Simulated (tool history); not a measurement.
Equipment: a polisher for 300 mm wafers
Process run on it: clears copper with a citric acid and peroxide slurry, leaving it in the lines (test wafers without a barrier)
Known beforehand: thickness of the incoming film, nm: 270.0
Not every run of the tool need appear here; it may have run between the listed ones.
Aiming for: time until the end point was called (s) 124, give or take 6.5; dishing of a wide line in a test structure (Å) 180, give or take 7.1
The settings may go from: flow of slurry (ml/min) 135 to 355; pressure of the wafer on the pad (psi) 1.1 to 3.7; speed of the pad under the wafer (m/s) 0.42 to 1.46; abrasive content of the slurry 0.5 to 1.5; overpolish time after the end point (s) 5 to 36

run	hour	flow of slurry (ml/min)	pressure of the wafer on the pad (psi)	speed of the pad under the wafer (m/s)	abrasive content of the slurry	overpolish time after the end point (s)	time until the end point was called (s)	dishing of a wide line in a test structure (Å)
1	0	225	2.4	0.94	1	18	180.15	124.71
2	1.8	225	2.4	0.94	1	24	172.18	144.85
3	8.8	225	2.4	0.94	1.2	24	173.78	149.44
4	14.7	225	2.6	0.94	1.2	24	161.25	156.16
5	17	225	2.7	0.94	1.2	24	158.33	156.59
6	20	225	2.8	0.94	1.2	24	149.89	158.4
# hour 24.5: worn pad replaced by a new one
7	24.5	225	2.9	0.94	1.2	24	132.77	166.32
8	26.3	225	3	0.94	1.2	25	126.42	171.16

Which of these 5 next moves meets every target?
A	28.1	250	2.8	1.04	1.1	22	?	?
B	28.1	215	2.8	1.08	1.2	21	?	?
C	28.1	225	3	0.96	1.15	27	?	?
D	28.1	250	3.7	0.9	1.05	19	?	?
E	28.1	240	2.9	0.98	1.2	19	?	?

move	time until the end point was called (s)	dishing of a wide line in a test structure (Å)
A	125.19	166.06
B	120.71	165.31
C	126.93	178.89
D	110.73	165.87
E	126.72	155.02
A: the biggest miss grows against the last run
B: the biggest miss grows against the last run
C: hits every target within its allowed miss
D: the biggest miss grows against the last run
E: the biggest miss grows against the last run
The move that meets every target is C.
